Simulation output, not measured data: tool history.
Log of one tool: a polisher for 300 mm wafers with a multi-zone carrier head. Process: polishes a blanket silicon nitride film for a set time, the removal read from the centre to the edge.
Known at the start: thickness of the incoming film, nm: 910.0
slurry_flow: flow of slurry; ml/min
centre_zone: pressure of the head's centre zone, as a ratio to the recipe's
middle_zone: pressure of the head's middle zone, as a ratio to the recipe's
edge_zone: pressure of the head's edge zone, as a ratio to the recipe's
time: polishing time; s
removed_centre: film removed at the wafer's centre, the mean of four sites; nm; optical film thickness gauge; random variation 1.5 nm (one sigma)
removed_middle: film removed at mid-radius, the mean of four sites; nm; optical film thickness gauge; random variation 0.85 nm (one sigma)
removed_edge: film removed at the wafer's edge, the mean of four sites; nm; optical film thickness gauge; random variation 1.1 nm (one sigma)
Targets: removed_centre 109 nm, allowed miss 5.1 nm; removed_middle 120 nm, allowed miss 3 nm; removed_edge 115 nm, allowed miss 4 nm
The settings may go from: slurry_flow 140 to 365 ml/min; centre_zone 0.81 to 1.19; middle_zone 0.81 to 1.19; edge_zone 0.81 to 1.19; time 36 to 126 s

| run | hour | slurry_flow | centre_zone | middle_zone | edge_zone | time | removed_centre | removed_middle | removed_edge |
|---|---|---|---|---|---|---|---|---|---|
| 1 | 0 | 235 | 1 | 1 | 1 | 81 | 133.58 | 131.72 | 132.11 |
| 2 | 6.4 | 235 | 1 | 1 | 1.06 | 81 | 132.89 | 130.98 | 133.65 |
| 3 | 15 | 230 | 0.98 | 1.01 | 1.03 | 78 | 125.8 | 126.86 | 128.7 |
| 4 | 23.9 | 225 | 0.96 | 1.02 | 0.99 | 76 | 122.52 | 123.83 | 122.73 |
| 5 | 25.6 | 185 | 0.96 | 1.02 | 0.99 | 76 | 119.4 | 118.6 | 120.13 |
| 6 | 33.9 | 185 | 1.03 | 1.02 | 0.99 | 76 | 125.97 | 119.43 | 119.89 |
| 7 | 37.5 | 185 | 0.99 | 1.04 | 0.98 | 75 | 119.25 | 120.07 | 117.36 |
| 8 | 40.1 | 180 | 0.97 | 1.05 | 0.98 | 75 | 117.61 | 119.96 | 117.93 |

Which of these 4 next moves meets every target?
| A | 42.7 | 150 | 0.98 | 1.05 | 1.01 | 81 | ? | ? | ? |
| B | 42.7 | 145 | 0.95 | 1.02 | 0.93 | 85 | ? | ? | ? |
| C | 42.7 | 140 | 0.89 | 1.08 | 0.98 | 77 | ? | ? | ? |
| D | 42.7 | 195 | 0.91 | 1.04 | 0.95 | 74 | ? | ? | ? |

| move | removed_centre | removed_middle | removed_edge |
|---|---|---|---|
| A | 120.13 | 125.15 | 125.66 |
| B | 121.02 | 127.13 | 126.1 |
| C | 101.67 | 119.86 | 116.27 |
| D | 108.05 | 119.61 | 115.86 |
A: further off than the last run
B: further off than the last run
C: takes the result that was furthest off past its target
D: meets every target
Answer: D
